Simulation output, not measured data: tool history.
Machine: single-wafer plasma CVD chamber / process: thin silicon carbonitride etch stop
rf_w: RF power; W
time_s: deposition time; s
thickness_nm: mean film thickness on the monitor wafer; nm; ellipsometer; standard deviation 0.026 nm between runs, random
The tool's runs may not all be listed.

run	hour	rf_w	time_s	thickness_nm
1	0	230	15.3	8.4194
2	2.4	230	16.9	9.3005
3	11.2	250	16.9	9.5499
4	13.6	235	15.7	8.6699
5	18.3	235	14.1	7.8069
6	25.7	255	14.1	7.9988
7	28.9	220	11.7	6.3575
8	34.9	220	11.7	6.3345
9	37.9	220	11.7	6.2922

Run 10 has not been measured yet. What should we expect?
10	43.4	215	11.6	?

thickness_nm: 6.2109 nm
